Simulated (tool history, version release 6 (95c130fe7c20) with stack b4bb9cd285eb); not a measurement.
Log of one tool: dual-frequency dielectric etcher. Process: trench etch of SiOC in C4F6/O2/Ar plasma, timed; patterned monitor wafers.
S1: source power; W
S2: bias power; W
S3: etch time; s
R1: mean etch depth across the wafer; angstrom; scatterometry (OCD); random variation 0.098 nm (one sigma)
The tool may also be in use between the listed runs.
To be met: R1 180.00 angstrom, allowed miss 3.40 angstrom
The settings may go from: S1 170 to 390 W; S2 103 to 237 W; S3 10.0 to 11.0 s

| run | hour | S1 | S2 | S3 | R1 |
|---|---|---|---|---|---|
| 1 | 0.0 | 280 | 170 | 11.0 | 214.98 |
| 2 | 7.7 | 280 | 144 | 11.0 | 206.68 |
| 3 | 13.4 | 280 | 162 | 11.0 | 213.89 |
| 4 | 18.1 | 280 | 162 | 11.0 | 211.73 |
| 5 | 22.4 | 240 | 162 | 11.0 | 202.37 |
| 6 | 24.3 | 240 | 173 | 11.0 | 204.97 |
| 7 | 33.2 | 180 | 146 | 10.5 | 171.61 |
| 8 | 41.2 | 190 | 147 | 10.5 | 173.35 |

4 next moves are on the table. One of them brings every result within its allowed miss. Which?
| A | 49.2 | 170 | 195 | 10.5 | ? |
| B | 49.2 | 210 | 148 | 10.0 | ? |
| C | 49.2 | 200 | 153 | 10.0 | ? |
| D | 49.2 | 170 | 159 | 10.5 | ? |

| move | R1 |
|---|---|
| A | 179.95 |
| B | 170.67 |
| C | 169.37 |
| D | 170.56 |
A: meets every target
B: further off than the last run
C: further off than the last run
D: further off than the last run
The right move is A.
